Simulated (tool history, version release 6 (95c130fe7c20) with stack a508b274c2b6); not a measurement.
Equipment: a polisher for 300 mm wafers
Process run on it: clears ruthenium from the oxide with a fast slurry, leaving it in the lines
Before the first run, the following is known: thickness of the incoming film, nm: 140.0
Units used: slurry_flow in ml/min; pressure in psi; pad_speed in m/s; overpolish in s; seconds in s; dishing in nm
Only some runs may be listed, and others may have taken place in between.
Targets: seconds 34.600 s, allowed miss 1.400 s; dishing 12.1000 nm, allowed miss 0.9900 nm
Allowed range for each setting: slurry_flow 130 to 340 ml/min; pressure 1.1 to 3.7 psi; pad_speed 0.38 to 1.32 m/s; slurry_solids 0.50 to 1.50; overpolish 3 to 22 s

run	hour	slurry_flow	pressure	pad_speed	slurry_solids	overpolish	seconds	dishing
1	0.0	220	2.4	0.84	1.00	11	51.776	22.0500
2	1.1	195	2.4	0.84	1.00	11	52.107	21.2030
3	6.5	185	2.5	0.84	1.00	10	49.441	21.0910
4	14.1	180	2.5	0.86	1.00	9	49.309	18.1210
5	15.7	180	2.3	0.86	1.00	9	53.690	16.9300
# hour 17.0: slurry blender recalibrated
6	17.0	175	2.4	0.88	0.95	8	46.358	18.4650
7	20.6	170	2.5	0.88	1.00	7	43.197	17.2010
8	21.8	130	2.7	0.80	1.25	3	41.093	7.9596
9	28.0	135	2.8	0.80	1.25	3	38.934	8.0248
10	32.9	135	2.8	0.80	1.20	3	39.216	7.8823
11	36.8	140	2.8	0.80	1.15	3	39.617	7.8366
12	39.0	135	2.9	0.84	1.10	4	38.577	11.6520
13	45.0	140	2.9	0.84	1.10	4	38.084	11.4560

Of the 4 settings listed for the next run, only one would bring every result within its allowed miss of target. Which one?
A	51.0	135	2.8	0.78	1.10	5	?	?
B	51.0	140	3.1	0.74	0.90	5	?	?
C	51.0	140	2.5	0.96	1.15	4	?	?
D	51.0	155	2.6	1.00	1.25	4	?	?

move	seconds	dishing
A	42.007	13.2290
B	42.791	12.9930
C	39.237	11.3730
D	35.178	12.6530
A: its largest miss is bigger than the last run's
B: its largest miss is bigger than the last run's
C: its largest miss is bigger than the last run's
D: each result inside its tolerance
The right move is D.
